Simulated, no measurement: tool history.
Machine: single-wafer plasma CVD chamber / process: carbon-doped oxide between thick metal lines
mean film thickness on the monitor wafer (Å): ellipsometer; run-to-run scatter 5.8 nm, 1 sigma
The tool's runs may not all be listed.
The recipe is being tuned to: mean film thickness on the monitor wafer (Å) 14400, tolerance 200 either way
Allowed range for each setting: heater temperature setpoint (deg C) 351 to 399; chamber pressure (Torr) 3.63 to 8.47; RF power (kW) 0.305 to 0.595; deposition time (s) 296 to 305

run   hour  heater temperature setpoint (deg C)  chamber pressure (Torr)  RF power (kW)  deposition time (s)  mean film thickness on the monitor wafer (Å)
  1      0                                  375                     6.05           0.45                  296                                         12218
  2    7.1                                  366                     6.05           0.45                  296                                         12487
  3   12.6                                  365                     6.21          0.455                  296                                         12530
  4   18.8                                  365                     6.25          0.465                  296                                         12663
  5   24.4                                  365                     6.27          0.475                  296                                         12858
  6   28.7                                  365                     5.21          0.475                  296                                         12429
  7   33.6                                  365                     5.52           0.48                  296                                         12651
  8   40.4                                  365                     5.79          0.485                  296                                         12839
  9   41.4                                  365                     6.04           0.49                  296                                         12887
 10   46.2                                  365                     6.23          0.495                  296                                         12985
 11   53.5                                  365                     6.39          0.505                  296                                         13211
 12   62.4                                  365                     6.56           0.51                  296                                         13156
 13   64.3                                  364                     6.64           0.52                  296                                         13526
 14   68.2                                  364                     6.78          0.525                  296                                         13421
 15     72                                  364                     6.84           0.53                  296                                         13573
 16   79.5                                  364                     6.93          0.535                  296                                         13678
 17   87.6                                  364                     7.03           0.54                  296                                         13610
 18     89                                  363                     7.06          0.545                  296                                         13738
 19   95.4                                  363                      7.1           0.55                  296                                         13835
 20  103.9                                  363                     7.14          0.555                  296                                         13851
 21  105.1                                  363                     7.18           0.56                  296                                         13980
 22  113.4                                  363                     7.22           0.56                  296                                         13967
 23  120.1                                  363                     7.25          0.565                  296                                         13964
 24  124.3                                  363                     7.29          0.565                  296                                         14033

Consider the 5 candidate settings below. Which is the only one whose results all fall within their allowed miss of target?
  A  128.5                                  361                     7.12           0.54                  296                                             ?
  B  128.5                                  374                     6.53          0.535                  305                                             ?
  C  128.5                                  390                     7.96           0.58                  300                                             ?
  D  128.5                                  365                     7.35          0.595                  300                                             ?
  E  128.5                                  366                     7.25           0.56                  296                                             ?

move  mean film thickness on the monitor wafer (Å)
   A                                         13796
   B                                         13672
   C                                         13725
   D                                         14453
   E                                         13868
A: its largest miss is bigger than the last run's
B: its largest miss is bigger than the last run's
C: its largest miss is bigger than the last run's
D: each result inside its tolerance
E: its largest miss is bigger than the last run's
The move that meets every target is D.

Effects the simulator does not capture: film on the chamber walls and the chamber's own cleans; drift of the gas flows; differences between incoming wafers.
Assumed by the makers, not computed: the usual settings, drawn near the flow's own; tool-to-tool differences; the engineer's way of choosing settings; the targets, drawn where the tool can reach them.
